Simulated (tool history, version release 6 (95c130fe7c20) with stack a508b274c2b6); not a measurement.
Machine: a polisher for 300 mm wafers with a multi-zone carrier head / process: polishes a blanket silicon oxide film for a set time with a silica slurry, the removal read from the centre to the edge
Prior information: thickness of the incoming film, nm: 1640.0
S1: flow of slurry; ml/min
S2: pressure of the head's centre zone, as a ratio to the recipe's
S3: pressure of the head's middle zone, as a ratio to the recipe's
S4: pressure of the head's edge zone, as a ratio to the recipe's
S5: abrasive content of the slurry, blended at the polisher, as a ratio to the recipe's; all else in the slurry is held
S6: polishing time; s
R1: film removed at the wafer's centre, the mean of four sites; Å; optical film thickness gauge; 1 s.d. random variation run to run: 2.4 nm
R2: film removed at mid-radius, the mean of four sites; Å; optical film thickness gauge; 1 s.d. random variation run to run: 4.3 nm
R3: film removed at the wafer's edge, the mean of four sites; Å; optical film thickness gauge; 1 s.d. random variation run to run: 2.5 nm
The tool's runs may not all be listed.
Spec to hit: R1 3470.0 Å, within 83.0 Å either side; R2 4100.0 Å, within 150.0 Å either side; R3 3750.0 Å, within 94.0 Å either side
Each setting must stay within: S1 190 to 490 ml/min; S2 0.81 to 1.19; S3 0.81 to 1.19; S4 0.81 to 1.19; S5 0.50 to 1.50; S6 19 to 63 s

| run | day | S1 | S2 | S3 | S4 | S5 | S6 | R1 | R2 | R3 |
|---|---|---|---|---|---|---|---|---|---|---|
| 1 | 0.000 | 315 | 1.00 | 1.00 | 1.00 | 1.00 | 41 | 2054.5 | 2252.8 | 2268.6 |
| 2 | 0.071 | 325 | 1.02 | 1.04 | 1.03 | 1.10 | 43 | 2341.5 | 2531.8 | 2545.7 |
| 3 | 0.446 | 325 | 1.07 | 1.04 | 1.03 | 1.10 | 43 | 2421.3 | 2538.7 | 2554.8 |
| 4 | 0.479 | 325 | 1.07 | 1.12 | 1.03 | 1.10 | 43 | 2455.3 | 2679.2 | 2560.8 |
| 5 | 0.788 | 325 | 1.07 | 1.12 | 1.03 | 1.00 | 43 | 2328.4 | 2537.1 | 2408.0 |
| 6 | 0.979 | 325 | 1.07 | 1.12 | 1.03 | 0.85 | 43 | 2060.6 | 2251.6 | 2126.9 |
| 7 | 1.125 | 330 | 1.06 | 1.13 | 1.03 | 1.00 | 44 | 2369.9 | 2577.0 | 2442.3 |
| 8 | 1.279 | 315 | 1.04 | 1.14 | 1.02 | 1.10 | 45 | 2497.1 | 2914.3 | 2622.5 |
| 9 | 1.362 | 305 | 1.05 | 1.14 | 1.03 | 1.20 | 46 | 2712.2 | 3077.7 | 2831.3 |
| 10 | 1.529 | 325 | 1.04 | 1.15 | 1.04 | 1.25 | 46 | 2739.4 | 3151.3 | 2948.2 |
| 11 | 1.567 | 320 | 1.04 | 1.16 | 1.04 | 1.30 | 47 | 2849.8 | 3341.8 | 3029.7 |
|  | 1.896 | centre zone pressure recalibrated |
| 12 | 1.896 | 320 | 1.04 | 1.16 | 1.04 | 1.30 | 47 | 3100.3 | 3320.0 | 3056.4 |
| 13 | 2.112 | 300 | 1.02 | 1.16 | 1.05 | 1.35 | 48 | 3131.5 | 3462.2 | 3143.0 |
| 14 | 2.367 | 330 | 1.03 | 1.17 | 1.04 | 1.40 | 48 | 3217.3 | 3521.8 | 3228.0 |
| 15 | 2.508 | 330 | 1.03 | 1.17 | 1.04 | 1.40 | 48 | 3204.3 | 3561.7 | 3213.0 |
| 16 | 2.808 | 330 | 1.01 | 1.17 | 1.06 | 1.40 | 49 | 3237.7 | 3642.1 | 3334.3 |
| 17 | 3.083 | 335 | 0.99 | 1.17 | 1.07 | 1.40 | 50 | 3277.9 | 3682.9 | 3382.3 |

Below are 5 possible settings for the next run. Only one of them brings all results inside the allowed miss of their targets. Which is it?
| A | 3.358 | 270 | 1.19 | 1.13 | 0.84 | 1.50 | 47 | ? | ? | ? |
| B | 3.358 | 300 | 1.03 | 0.85 | 1.18 | 1.45 | 51 | ? | ? | ? |
| C | 3.358 | 410 | 0.97 | 0.96 | 1.19 | 1.40 | 51 | ? | ? | ? |
| D | 3.358 | 340 | 0.93 | 1.13 | 1.01 | 1.45 | 56 | ? | ? | ? |
| E | 3.358 | 390 | 1.05 | 1.03 | 1.17 | 1.50 | 50 | ? | ? | ? |

| move | R1 | R2 | R3 |
|---|---|---|---|
| A | 3711.3 | 3386.1 | 2940.8 |
| B | 3472.0 | 2981.2 | 3751.9 |
| C | 3320.5 | 3292.0 | 3786.3 |
| D | 3492.6 | 4079.2 | 3832.8 |
| E | 3619.0 | 3485.6 | 3776.2 |
A: lands further from the targets than the last run did
B: the furthest-off result lands on target, but another misses its tolerance
C: the furthest-off result lands on target, but another misses its tolerance
D: all results land within tolerance of their targets
E: the furthest-off result lands on target, but another misses its tolerance
Correct choice: D, which meets every target
